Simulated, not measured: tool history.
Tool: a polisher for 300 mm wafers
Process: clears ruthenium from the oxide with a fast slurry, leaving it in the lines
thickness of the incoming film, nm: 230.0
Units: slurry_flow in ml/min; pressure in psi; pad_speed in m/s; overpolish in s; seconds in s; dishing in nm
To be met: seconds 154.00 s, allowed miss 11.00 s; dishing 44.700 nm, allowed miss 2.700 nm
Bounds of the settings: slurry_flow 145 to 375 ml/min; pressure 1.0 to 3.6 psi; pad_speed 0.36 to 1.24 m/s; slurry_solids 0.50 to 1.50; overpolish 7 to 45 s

| run | hour | slurry_flow | pressure | pad_speed | slurry_solids | overpolish | seconds | dishing |
|---|---|---|---|---|---|---|---|---|
| 1 | 0.0 | 240 | 2.3 | 0.80 | 1.00 | 23 | 112.37 | 44.582 |
| 2 | 4.3 | 240 | 2.2 | 0.80 | 1.00 | 24 | 114.03 | 44.959 |
| 3 | 4.9 | 240 | 2.1 | 0.80 | 1.00 | 25 | 118.94 | 46.725 |
| 4 | 12.0 | 240 | 2.1 | 0.66 | 1.00 | 25 | 141.45 | 37.815 |
| 5 | 19.4 | 240 | 2.5 | 0.66 | 1.00 | 25 | 124.50 | 46.078 |
| 6 | 28.1 | 240 | 2.4 | 0.66 | 1.00 | 26 | 124.79 | 43.740 |
| 7 | 35.2 | 240 | 2.3 | 0.66 | 1.00 | 27 | 135.34 | 43.476 |
| 8 | 36.7 | 240 | 2.3 | 0.66 | 1.00 | 28 | 131.20 | 44.942 |
| 9 | 45.3 | 240 | 2.2 | 0.66 | 1.00 | 29 | 135.95 | 44.436 |

Which of these 4 next moves meets every target?
| A | 53.9 | 285 | 2.1 | 0.66 | 1.10 | 28 | ? | ? |
| B | 53.9 | 215 | 2.3 | 0.62 | 1.25 | 21 | ? | ? |
| C | 53.9 | 205 | 1.8 | 0.78 | 0.95 | 32 | ? | ? |
| D | 53.9 | 305 | 2.4 | 0.72 | 0.85 | 26 | ? | ? |

| move | seconds | dishing |
|---|---|---|
| A | 137.01 | 45.145 |
| B | 128.09 | 36.938 |
| C | 152.72 | 46.170 |
| D | 128.35 | 44.787 |
A: nearer than the last run, and not there yet
B: further off than the last run
C: meets every target
D: further off than the last run
Answer: C

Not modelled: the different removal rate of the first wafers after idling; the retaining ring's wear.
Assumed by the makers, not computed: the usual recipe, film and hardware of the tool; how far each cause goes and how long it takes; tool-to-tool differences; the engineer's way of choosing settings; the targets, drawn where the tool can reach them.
